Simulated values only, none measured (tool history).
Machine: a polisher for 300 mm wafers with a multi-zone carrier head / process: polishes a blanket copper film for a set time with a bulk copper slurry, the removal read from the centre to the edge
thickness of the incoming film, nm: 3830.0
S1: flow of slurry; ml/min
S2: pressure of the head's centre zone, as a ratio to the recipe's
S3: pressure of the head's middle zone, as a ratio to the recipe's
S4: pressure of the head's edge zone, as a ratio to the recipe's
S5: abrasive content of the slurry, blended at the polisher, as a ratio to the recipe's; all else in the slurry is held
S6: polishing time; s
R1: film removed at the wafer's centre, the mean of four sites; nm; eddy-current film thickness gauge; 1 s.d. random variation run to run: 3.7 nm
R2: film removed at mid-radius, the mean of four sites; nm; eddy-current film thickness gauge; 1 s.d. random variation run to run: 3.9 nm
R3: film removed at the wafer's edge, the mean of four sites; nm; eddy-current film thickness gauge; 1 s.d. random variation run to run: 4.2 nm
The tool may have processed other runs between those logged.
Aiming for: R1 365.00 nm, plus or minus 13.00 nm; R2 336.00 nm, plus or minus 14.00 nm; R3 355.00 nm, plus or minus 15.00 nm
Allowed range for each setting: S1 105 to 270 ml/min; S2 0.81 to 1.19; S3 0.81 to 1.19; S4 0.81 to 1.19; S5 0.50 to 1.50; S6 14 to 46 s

| run | day | S1 | S2 | S3 | S4 | S5 | S6 | R1 | R2 | R3 |
|---|---|---|---|---|---|---|---|---|---|---|
| 1 | 0.000 | 175 | 1.00 | 1.00 | 1.00 | 1.00 | 30 | 237.78 | 236.80 | 227.13 |
| 2 | 0.075 | 175 | 1.00 | 1.00 | 0.96 | 1.00 | 30 | 235.63 | 236.29 | 223.82 |
| 3 | 0.283 | 175 | 0.92 | 1.00 | 0.96 | 1.00 | 30 | 220.88 | 228.59 | 228.55 |
| 4 | 0.450 | 175 | 0.92 | 1.00 | 0.96 | 1.15 | 30 | 230.41 | 240.36 | 239.11 |
| 5 | 0.654 | 215 | 0.92 | 1.00 | 0.96 | 1.15 | 30 | 233.36 | 255.09 | 236.20 |
| 6 | 0.871 | 195 | 0.94 | 0.99 | 0.97 | 1.25 | 32 | 260.61 | 266.76 | 263.92 |
| 7 | 1.038 | 185 | 0.96 | 0.99 | 0.98 | 1.30 | 33 | 275.94 | 278.13 | 276.28 |
| 8 | 1.121 | 180 | 0.98 | 0.99 | 0.99 | 1.35 | 34 | 285.50 | 291.50 | 285.28 |
| 9 | 1.304 | 230 | 1.08 | 0.91 | 1.09 | 1.50 | 38 | 383.59 | 325.90 | 353.01 |
| 10 | 1.383 | 230 | 1.08 | 0.91 | 1.09 | 1.50 | 38 | 382.93 | 327.18 | 357.23 |

Of the 4 settings listed for the next run, only one would bring every result within its allowed miss of target. Which one?
| A | 1.462 | 235 | 1.01 | 0.92 | 1.05 | 1.50 | 39 | ? | ? | ? |
| B | 1.462 | 235 | 1.09 | 0.91 | 1.04 | 1.45 | 39 | ? | ? | ? |
| C | 1.462 | 255 | 0.99 | 1.06 | 1.03 | 1.50 | 39 | ? | ? | ? |
| D | 1.462 | 205 | 1.13 | 0.94 | 1.08 | 1.50 | 39 | ? | ? | ? |

| move | R1 | R2 | R3 |
|---|---|---|---|
| A | 361.80 | 332.85 | 355.54 |
| B | 386.31 | 326.87 | 350.45 |
| C | 358.54 | 372.29 | 354.05 |
| D | 397.22 | 332.39 | 356.07 |
A: hits every target within its allowed miss
B: moves away from the targets compared with the last run
C: puts the biggest miss on target and leaves a different result outside tolerance
D: moves away from the targets compared with the last run
A meets every target.
